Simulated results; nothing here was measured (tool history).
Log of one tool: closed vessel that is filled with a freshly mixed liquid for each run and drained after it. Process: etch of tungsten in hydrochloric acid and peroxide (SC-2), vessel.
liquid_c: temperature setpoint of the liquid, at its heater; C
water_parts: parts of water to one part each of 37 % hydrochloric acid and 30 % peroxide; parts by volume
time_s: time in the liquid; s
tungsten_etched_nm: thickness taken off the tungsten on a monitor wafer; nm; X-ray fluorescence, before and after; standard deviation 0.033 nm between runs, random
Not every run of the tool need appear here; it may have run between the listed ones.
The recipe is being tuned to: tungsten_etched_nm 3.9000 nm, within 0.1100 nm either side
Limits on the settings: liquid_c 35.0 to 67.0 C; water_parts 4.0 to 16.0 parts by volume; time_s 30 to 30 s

run,day,liquid_c,water_parts,time_s,tungsten_etched_nm
1,0.000,51.0,9.0,30,7.6863
2,0.221,51.0,9.0,30,7.6975
3,0.354,54.0,9.0,30,9.2868
4,0.483,49.5,9.0,30,6.9630
5,0.850,46.5,9.0,30,5.7547
6,1.208,44.5,9.0,30,4.9497
7,1.558,43.5,9.0,30,4.6963
8,1.817,42.5,9.0,30,4.2951
9,1.908,42.0,9.0,30,4.2026
10,2.279,40.5,9.0,30,3.7639

5 candidate next runs follow, results not yet known. Just one meets every target within its allowed miss. Identify it.
A,2.650,39.0,7.5,30,?
B,2.650,41.0,10.0,30,?
C,2.650,36.5,6.5,30,?
D,2.650,37.5,7.0,30,?
E,2.650,41.0,9.5,30,?

move,tungsten_etched_nm
A,3.9625
B,3.6156
C,3.6988
D,3.7555
E,3.7728
A: meets every target
B: further off than the last run
C: further off than the last run
D: further off than the last run
E: moves toward the targets from the last run without getting all of them in spec
The right move is A.
